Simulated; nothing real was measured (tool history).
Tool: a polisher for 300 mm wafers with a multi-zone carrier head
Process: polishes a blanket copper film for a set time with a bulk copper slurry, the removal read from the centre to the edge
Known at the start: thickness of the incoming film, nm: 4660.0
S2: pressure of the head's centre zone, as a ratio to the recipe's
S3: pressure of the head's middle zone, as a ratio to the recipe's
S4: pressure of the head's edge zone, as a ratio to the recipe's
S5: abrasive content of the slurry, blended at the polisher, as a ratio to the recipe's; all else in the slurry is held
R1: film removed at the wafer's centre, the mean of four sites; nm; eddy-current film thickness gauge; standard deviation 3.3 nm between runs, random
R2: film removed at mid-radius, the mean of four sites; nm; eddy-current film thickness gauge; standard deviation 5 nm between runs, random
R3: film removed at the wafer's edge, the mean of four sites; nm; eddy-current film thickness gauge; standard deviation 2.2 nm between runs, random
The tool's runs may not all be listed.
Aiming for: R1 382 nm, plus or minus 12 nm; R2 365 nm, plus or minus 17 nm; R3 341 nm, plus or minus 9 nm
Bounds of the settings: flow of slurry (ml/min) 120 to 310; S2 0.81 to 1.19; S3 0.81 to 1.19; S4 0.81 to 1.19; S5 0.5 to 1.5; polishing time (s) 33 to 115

{"run": 1, "hour": 0.0, "flow of slurry (ml/min)": 200, "S2": 1, "S3": 1, "S4": 1, "S5": 1, "polishing time (s)": 73, "R1": 471.22, "R2": 468.11, "R3": 454.86}
{"run": 2, "hour": 4.9, "flow of slurry (ml/min)": 195, "S2": 1, "S3": 0.99, "S4": 0.97, "S5": 0.9, "polishing time (s)": 71, "R1": 440.92, "R2": 423.93, "R3": 420.98}
{"run": 3, "hour": 11.1, "flow of slurry (ml/min)": 155, "S2": 1, "S3": 0.99, "S4": 0.97, "S5": 0.9, "polishing time (s)": 71, "R1": 417.76, "R2": 405.62, "R3": 408.45}
{"run": 4, "hour": 18.3, "flow of slurry (ml/min)": 155, "S2": 1, "S3": 1, "S4": 0.94, "S5": 0.85, "polishing time (s)": 71, "R1": 420.85, "R2": 398.39, "R3": 395.47}
{"run": 5, "hour": 22.8, "flow of slurry (ml/min)": 150, "S2": 0.99, "S3": 1.01, "S4": 0.92, "S5": 0.8, "polishing time (s)": 71, "R1": 400.86, "R2": 403.22, "R3": 385.82}
{"run": 6, "hour": 26.6, "flow of slurry (ml/min)": 150, "S2": 1.05, "S3": 1.01, "S4": 0.92, "S5": 0.8, "polishing time (s)": 71, "R1": 426.11, "R2": 396.3, "R3": 386.77}
{"run": 7, "hour": 31.4, "flow of slurry (ml/min)": 150, "S2": 1.04, "S3": 1.01, "S4": 0.9, "S5": 0.75, "polishing time (s)": 71, "R1": 422.1, "R2": 389.42, "R3": 372.15}
{"run": 8, "hour": 32.8, "flow of slurry (ml/min)": 145, "S2": 1.03, "S3": 1.01, "S4": 0.89, "S5": 0.75, "polishing time (s)": 71, "R1": 407, "R2": 388.27, "R3": 366.28}
{"run": 9, "hour": 40.3, "flow of slurry (ml/min)": 140, "S2": 1.03, "S3": 1, "S4": 0.88, "S5": 0.75, "polishing time (s)": 71, "R1": 403.21, "R2": 385.13, "R3": 363.21}
{"run": 10, "hour": 42.9, "flow of slurry (ml/min)": 140, "S2": 1.03, "S3": 0.99, "S4": 0.87, "S5": 0.75, "polishing time (s)": 71, "R1": 406.82, "R2": 386.06, "R3": 363.76}
{"run": 11, "hour": 44.9, "flow of slurry (ml/min)": 135, "S2": 1.03, "S3": 0.99, "S4": 0.86, "S5": 0.75, "polishing time (s)": 71, "R1": 404.43, "R2": 375.65, "R3": 356.83}
{"run": 12, "hour": 45.9, "flow of slurry (ml/min)": 135, "S2": 1.02, "S3": 0.99, "S4": 0.85, "S5": 0.75, "polishing time (s)": 71, "R1": 394.85, "R2": 375.61, "R3": 357.83}
{"run": 13, "hour": 50.0, "flow of slurry (ml/min)": 135, "S2": 1.02, "S3": 0.99, "S4": 0.84, "S5": 0.75, "polishing time (s)": 71, "R1": 393.83, "R2": 366.92, "R3": 359.15}
{"run": 14, "hour": 52.6, "flow of slurry (ml/min)": 135, "S2": 1.02, "S3": 0.99, "S4": 0.84, "S5": 0.75, "polishing time (s)": 71, "R1": 395.3, "R2": 378.83, "R3": 355.05}
{"run": 15, "hour": 58.4, "flow of slurry (ml/min)": 135, "S2": 1.02, "S3": 0.99, "S4": 0.83, "S5": 0.75, "polishing time (s)": 71, "R1": 401.07, "R2": 376.93, "R3": 352.43}

Which one of the following 4 next-run settings gets every result inside its allowed miss? There is exactly one.
{"run": "A", "hour": 64.2, "flow of slurry (ml/min)": 135, "S2": 1.09, "S3": 0.86, "S4": 0.84, "S5": 0.55, "polishing time (s)": 79, "R1": "?", "R2": "?", "R3": "?"}
{"run": "B", "hour": 64.2, "flow of slurry (ml/min)": 130, "S2": 1.07, "S3": 1.07, "S4": 0.91, "S5": 0.8, "polishing time (s)": 65, "R1": "?", "R2": "?", "R3": "?"}
{"run": "C", "hour": 64.2, "flow of slurry (ml/min)": 130, "S2": 0.95, "S3": 0.89, "S4": 0.83, "S5": 0.75, "polishing time (s)": 74, "R1": "?", "R2": "?", "R3": "?"}
{"run": "D", "hour": 64.2, "flow of slurry (ml/min)": 140, "S2": 0.91, "S3": 1.19, "S4": 0.81, "S5": 0.65, "polishing time (s)": 72, "R1": "?", "R2": "?", "R3": "?"}

move=A R1=430.63 R2=349.15 R3=364.68
move=B R1=379.79 R2=359.06 R3=340.16
move=C R1=376.87 R2=358.88 R3=366.04
move=D R1=346.19 R2=412.16 R3=343.03
A: misses by more than the last run did
B: all results in spec
C: the worst result of the last run now meets its target, but another is out of spec
D: takes the result that was furthest off past its target
Go with B: it meets all targets.

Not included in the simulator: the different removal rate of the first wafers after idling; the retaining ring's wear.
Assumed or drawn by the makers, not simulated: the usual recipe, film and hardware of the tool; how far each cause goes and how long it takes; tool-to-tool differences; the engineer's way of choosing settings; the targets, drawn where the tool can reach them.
